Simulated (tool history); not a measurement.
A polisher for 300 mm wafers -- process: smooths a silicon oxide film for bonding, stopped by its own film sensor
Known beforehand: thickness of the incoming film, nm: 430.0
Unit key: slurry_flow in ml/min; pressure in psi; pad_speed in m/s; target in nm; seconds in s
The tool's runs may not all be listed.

run  hour  slurry_flow  pressure  pad_speed  slurry_solids  target  seconds
  1   0.0          245       2.0       1.16            1.0     366   97.474
  2   3.9          205       2.0       1.16            1.0     366   97.908
  3   9.3          205       2.0       1.16            0.9     366  103.100
  4  14.5          205       1.8       1.16            0.9     366  112.660
  5  19.8          205       1.8       1.16            1.0     366  111.650
  6  27.3          265       1.8       1.16            1.0     366  104.960
  7  35.8          260       1.6       1.14            1.0     366  120.520

Estimate the outcome of run 8 from the log above:
  8  38.9          260       1.5       1.14            1.0     366        ?

seconds: 126.060 s
